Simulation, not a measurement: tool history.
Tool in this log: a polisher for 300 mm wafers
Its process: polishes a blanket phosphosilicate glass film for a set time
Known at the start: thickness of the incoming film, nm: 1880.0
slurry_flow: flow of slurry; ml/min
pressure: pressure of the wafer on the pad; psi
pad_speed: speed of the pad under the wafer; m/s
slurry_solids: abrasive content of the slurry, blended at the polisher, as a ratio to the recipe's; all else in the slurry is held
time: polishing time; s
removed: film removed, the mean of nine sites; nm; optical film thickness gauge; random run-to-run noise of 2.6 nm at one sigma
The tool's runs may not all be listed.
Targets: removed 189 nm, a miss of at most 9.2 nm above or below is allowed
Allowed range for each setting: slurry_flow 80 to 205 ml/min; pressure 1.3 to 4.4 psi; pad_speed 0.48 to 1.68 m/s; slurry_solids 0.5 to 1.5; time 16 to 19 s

run 1 hour=0 | slurry_flow=135 pressure=2.8 pad_speed=1.08 slurry_solids=1 time=19 | removed=135.08
run 2 hour=7.9 | slurry_flow=135 pressure=2.8 pad_speed=1.08 slurry_solids=1 time=16 | removed=112.49
run 3 hour=15.4 | slurry_flow=135 pressure=3.2 pad_speed=1.1 slurry_solids=1 time=16 | removed=129.93
run 4 hour=19.3 | slurry_flow=135 pressure=3.5 pad_speed=1.12 slurry_solids=1 time=16 | removed=146.08
run 5 hour=20.3 | slurry_flow=135 pressure=3.7 pad_speed=1.12 slurry_solids=1 time=16 | removed=153.42
run 6 hour=29.3 | slurry_flow=135 pressure=3.9 pad_speed=1.12 slurry_solids=1 time=16 | removed=165.09
run 7 hour=32.7 | slurry_flow=135 pressure=4 pad_speed=1.12 slurry_solids=1 time=16 | removed=166.95
run 8 hour=34.8 | slurry_flow=135 pressure=4.1 pad_speed=1.12 slurry_solids=1 time=16 | removed=171.36
run 9 hour=42.1 | slurry_flow=135 pressure=4.1 pad_speed=1.12 slurry_solids=1 time=16 | removed=170.79

Exercise: of the 5 proposed moves below, exactly one satisfies all targets within the stated allowed misses. Which move is it?
run A hour=49.4 | slurry_flow=135 pressure=4.4 pad_speed=1.1 slurry_solids=1.05 time=19 | removed=?
run B hour=49.4 | slurry_flow=95 pressure=4 pad_speed=0.98 slurry_solids=1 time=16 | removed=?
run C hour=49.4 | slurry_flow=125 pressure=4.4 pad_speed=1.22 slurry_solids=0.9 time=18 | removed=?
run D hour=49.4 | slurry_flow=125 pressure=4.2 pad_speed=1.38 slurry_solids=1 time=17 | removed=?
run E hour=49.4 | slurry_flow=105 pressure=4.3 pad_speed=0.98 slurry_solids=1.05 time=19 | removed=?

move=A removed=218.13
move=B removed=137.36
move=C removed=199.58
move=D removed=213.7
move=E removed=184.79
A: the result that was furthest off in the last run now lies on the other side of its target
B: further off than the last run
C: the result that was furthest off in the last run now lies on the other side of its target
D: the result that was furthest off in the last run now lies on the other side of its target
E: all results in spec
E is the move that brings every result within its allowed miss.

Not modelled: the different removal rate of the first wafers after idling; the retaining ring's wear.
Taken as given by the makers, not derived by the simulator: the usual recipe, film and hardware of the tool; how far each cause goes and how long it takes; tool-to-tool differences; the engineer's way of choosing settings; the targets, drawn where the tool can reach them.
